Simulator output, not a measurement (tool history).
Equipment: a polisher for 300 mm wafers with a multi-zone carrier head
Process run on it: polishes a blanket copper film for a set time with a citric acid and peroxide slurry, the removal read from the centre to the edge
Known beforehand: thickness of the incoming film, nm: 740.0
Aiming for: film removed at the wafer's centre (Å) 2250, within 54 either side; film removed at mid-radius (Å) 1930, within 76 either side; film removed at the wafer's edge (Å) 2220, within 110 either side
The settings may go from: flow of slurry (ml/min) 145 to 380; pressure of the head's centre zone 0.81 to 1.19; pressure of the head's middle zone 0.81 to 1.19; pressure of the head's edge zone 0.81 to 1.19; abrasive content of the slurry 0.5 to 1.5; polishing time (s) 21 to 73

| run | day | flow of slurry (ml/min) | pressure of the head's centre zone | pressure of the head's middle zone | pressure of the head's edge zone | abrasive content of the slurry | polishing time (s) | film removed at the wafer's centre (Å) | film removed at mid-radius (Å) | film removed at the wafer's edge (Å) |
|---|---|---|---|---|---|---|---|---|---|---|
| 1 | 0 | 245 | 1 | 1 | 1 | 1 | 47 | 1612.3 | 1724.6 | 1667 |
| 2 | 0.092 | 250 | 1.02 | 0.99 | 1.02 | 1.05 | 47 | 1655.1 | 1658.2 | 1703 |
| 3 | 0.442 | 255 | 1.03 | 1 | 1.04 | 1.1 | 48 | 1730.8 | 1775.2 | 1768.6 |
| 4 | 0.679 | 255 | 0.99 | 1 | 1.04 | 1.1 | 48 | 1665.3 | 1791.1 | 1817.7 |
| 5 | 0.9 | 260 | 1.01 | 1 | 1.05 | 1.15 | 48 | 1700.9 | 1792.5 | 1829.3 |
| 6 | 0.946 | 265 | 1.03 | 1 | 1.06 | 1.2 | 48 | 1783.8 | 1854.4 | 1797.8 |
| 7 | 0.975 | 260 | 1.04 | 0.98 | 1.07 | 1.25 | 49 | 1832.3 | 1849 | 1882.1 |
| 8 | 1.267 | 260 | 1.05 | 0.97 | 1.08 | 1.3 | 50 | 1940 | 1881 | 1936.8 |
| 9 | 1.45 | 260 | 1.05 | 0.96 | 1.09 | 1.3 | 50 | 1931.5 | 1804.3 | 1968.9 |
| 10 | 1.629 | 265 | 1.06 | 0.96 | 1.1 | 1.3 | 50 | 1929.3 | 1892.3 | 1944.3 |
| 11 | 1.675 | 265 | 1.06 | 0.95 | 1.1 | 1.3 | 51 | 1970.8 | 1867.8 | 2001.9 |
| 12 | 1.833 | 265 | 1.07 | 0.94 | 1.11 | 1.3 | 51 | 1969.1 | 1882.2 | 2057 |
| 13 | 2.083 | 270 | 1.08 | 0.93 | 1.11 | 1.3 | 51 | 1988.6 | 1819.6 | 2034.5 |
| 14 | 2.142 | 270 | 1.09 | 0.93 | 1.12 | 1.3 | 51 | 2034.8 | 1795.4 | 2028.9 |
| 15 | 2.325 | 270 | 1.09 | 0.93 | 1.13 | 1.3 | 51 | 2033.9 | 1836.3 | 2082.1 |
| 16 | 2.575 | 275 | 1.1 | 0.93 | 1.14 | 1.3 | 51 | 2045.1 | 1844.1 | 2036.5 |

Consider the 5 candidate settings below. Which is the only one whose results all fall within their allowed miss of target?
| A | 2.825 | 200 | 1.11 | 0.94 | 1.17 | 1.4 | 49 | ? | ? | ? |
| B | 2.825 | 270 | 1.08 | 0.91 | 1.04 | 1.05 | 51 | ? | ? | ? |
| C | 2.825 | 375 | 1.14 | 0.92 | 1.17 | 1 | 56 | ? | ? | ? |
| D | 2.825 | 225 | 1.13 | 0.88 | 1.16 | 1.2 | 50 | ? | ? | ? |
| E | 2.825 | 330 | 1.01 | 0.96 | 1.19 | 1.45 | 49 | ? | ? | ? |

| move | film removed at the wafer's centre (Å) | film removed at mid-radius (Å) | film removed at the wafer's edge (Å) |
|---|---|---|---|
| A | 1955.5 | 1779.3 | 1986.4 |
| B | 1922.3 | 1745 | 1870.8 |
| C | 2273.2 | 1965.3 | 2202.6 |
| D | 1990.4 | 1682 | 1969.9 |
| E | 1892.4 | 1917.9 | 2095.2 |
A: moves away from the targets compared with the last run
B: moves away from the targets compared with the last run
C: meets every target
D: moves away from the targets compared with the last run
E: moves away from the targets compared with the last run
C is the move that brings every result within its allowed miss.
